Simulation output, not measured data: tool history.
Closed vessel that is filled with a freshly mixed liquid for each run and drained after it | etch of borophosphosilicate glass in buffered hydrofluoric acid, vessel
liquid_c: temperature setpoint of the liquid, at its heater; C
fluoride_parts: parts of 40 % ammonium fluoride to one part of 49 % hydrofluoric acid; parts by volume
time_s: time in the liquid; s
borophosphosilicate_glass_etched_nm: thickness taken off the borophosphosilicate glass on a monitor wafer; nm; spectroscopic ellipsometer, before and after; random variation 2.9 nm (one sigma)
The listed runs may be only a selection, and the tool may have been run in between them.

run	hour	liquid_c	fluoride_parts	time_s	borophosphosilicate_glass_etched_nm
1	0	24	10.5	105	203.01
2	2.5	25.5	10.5	105	221.23
3	9.7	23.5	10.5	105	198.44
4	11.2	26	10.5	105	227.04
5	12.7	24.5	10.5	105	207.41
6	21	26	10.5	105	223.51

What will run 7 give?
7	24.4	30	7.5	105	?

borophosphosilicate_glass_etched_nm: 382.44 nm
